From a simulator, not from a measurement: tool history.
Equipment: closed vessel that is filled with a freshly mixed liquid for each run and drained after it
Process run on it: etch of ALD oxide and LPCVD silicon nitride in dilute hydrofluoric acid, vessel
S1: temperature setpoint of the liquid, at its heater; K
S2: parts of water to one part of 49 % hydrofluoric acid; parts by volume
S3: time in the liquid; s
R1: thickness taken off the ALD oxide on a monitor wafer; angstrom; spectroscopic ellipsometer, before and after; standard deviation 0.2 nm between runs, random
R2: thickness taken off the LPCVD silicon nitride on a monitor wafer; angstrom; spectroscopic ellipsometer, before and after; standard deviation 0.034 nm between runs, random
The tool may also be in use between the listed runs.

Run 1, hour 0: S1 299.15 K, S2 70 parts by volume, S3 60 s. Result: R1 205.84 angstrom, R2 4.9327 angstrom.
Run 2, hour 9.2: S1 299.15 K, S2 85 parts by volume, S3 60 s. Result: R1 164.87 angstrom, R2 3.7541 angstrom.
Run 3, hour 15.7: S1 299.15 K, S2 110 parts by volume, S3 60 s. Result: R1 124.21 angstrom, R2 2.5341 angstrom.
Run 4, hour 21.2: S1 300.15 K, S2 100 parts by volume, S3 60 s. Result: R1 143.93 angstrom, R2 3.1776 angstrom.
Run 5, hour 22.3: S1 298.65 K, S2 100 parts by volume, S3 60 s. Result: R1 135.41 angstrom, R2 2.7186 angstrom.
Run 6, hour 25.7: S1 298.65 K, S2 115 parts by volume, S3 60 s. Result: R1 116.94 angstrom, R2 2.5245 angstrom.
Run 7, hour 29.2: S1 299.65 K, S2 100 parts by volume, S3 60 s. Result: R1 141.75 angstrom, R2 3.2607 angstrom.
Run 8, hour 36.6: S1 299.15 K, S2 90 parts by volume, S3 60 s. Result: R1 155.06 angstrom, R2 3.8167 angstrom.
Run 9, hour 38.5: S1 303.15 K, S2 75 parts by volume, S3 65 s. Result: R1 238.96 angstrom, R2 5.7237 angstrom.
Run 10, hour 44.9: S1 303.65 K, S2 75 parts by volume, S3 65 s. Result: R1 244.87 angstrom, R2 5.1764 angstrom.
Run 11, hour 46.2: S1 304.15 K, S2 75 parts by volume, S3 65 s. Result: R1 248.74 angstrom, R2 5.7056 angstrom.
Run 12, hour 50.2: S1 304.65 K, S2 75 parts by volume, S3 65 s. Result: R1 254.48 angstrom, R2 5.8088 angstrom.
Run 13, hour 58.5: S1 305.15 K, S2 75 parts by volume, S3 65 s. Result: R1 256.29 angstrom, R2 6.9915 angstrom.

Run 14 comes next. What will it give?
Run 14, hour 65.6: S1 301.15 K, S2 60 parts by volume, S3 65 s. Result: R1 ?, R2 ?.

Run 14 gave R1 286.85 angstrom, R2 7.1983 angstrom.
